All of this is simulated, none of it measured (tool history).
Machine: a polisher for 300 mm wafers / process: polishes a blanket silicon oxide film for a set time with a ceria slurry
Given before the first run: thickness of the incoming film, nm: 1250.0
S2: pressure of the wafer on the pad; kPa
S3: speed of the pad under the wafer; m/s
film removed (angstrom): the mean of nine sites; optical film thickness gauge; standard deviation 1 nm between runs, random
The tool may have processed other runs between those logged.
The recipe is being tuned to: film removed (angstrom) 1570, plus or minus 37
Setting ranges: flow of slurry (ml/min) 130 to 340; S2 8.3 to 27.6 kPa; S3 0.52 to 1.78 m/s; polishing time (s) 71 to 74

{"run": 1, "hour": 0.0, "flow of slurry (ml/min)": 220, "S2": 17.9, "S3": 1.14, "polishing time (s)": 71, "film removed (angstrom)": 2354.4}
{"run": 2, "hour": 1.3, "flow of slurry (ml/min)": 215, "S2": 16.5, "S3": 1.14, "polishing time (s)": 71, "film removed (angstrom)": 2177.2}
{"run": 3, "hour": 3.2, "flow of slurry (ml/min)": 215, "S2": 14.5, "S3": 1.14, "polishing time (s)": 71, "film removed (angstrom)": 1927.8}
{"run": 4, "hour": 4.8, "flow of slurry (ml/min)": 210, "S2": 13.8, "S3": 1.14, "polishing time (s)": 71, "film removed (angstrom)": 1848.3}
{"run": 5, "hour": 7.6, "flow of slurry (ml/min)": 235, "S2": 13.8, "S3": 1.14, "polishing time (s)": 71, "film removed (angstrom)": 1858.6}
{"run": 6, "hour": 9.8, "flow of slurry (ml/min)": 235, "S2": 13.8, "S3": 1.38, "polishing time (s)": 71, "film removed (angstrom)": 2231.9}
{"run": 7, "hour": 14.8, "flow of slurry (ml/min)": 205, "S2": 9, "S3": 1.34, "polishing time (s)": 71, "film removed (angstrom)": 1404.3}
{"run": 8, "hour": 16.8, "flow of slurry (ml/min)": 220, "S2": 9, "S3": 1.34, "polishing time (s)": 71, "film removed (angstrom)": 1432}

Which of these 4 next moves meets every target?
{"run": "A", "hour": 18.8, "flow of slurry (ml/min)": 210, "S2": 10.3, "S3": 1.28, "polishing time (s)": 72, "film removed (angstrom)": "?"}
{"run": "B", "hour": 18.8, "flow of slurry (ml/min)": 240, "S2": 9, "S3": 1.54, "polishing time (s)": 73, "film removed (angstrom)": "?"}
{"run": "C", "hour": 18.8, "flow of slurry (ml/min)": 220, "S2": 10.3, "S3": 1.34, "polishing time (s)": 74, "film removed (angstrom)": "?"}
{"run": "D", "hour": 18.8, "flow of slurry (ml/min)": 195, "S2": 9, "S3": 1.58, "polishing time (s)": 72, "film removed (angstrom)": "?"}

move=A film_removed_(angstrom)=1589.6
move=B film_removed_(angstrom)=1712.7
move=C film_removed_(angstrom)=1718
move=D film_removed_(angstrom)=1688.8
A: meets every target
B: takes the result that was furthest off past its target
C: takes the result that was furthest off past its target
D: takes the result that was furthest off past its target
Answer: A
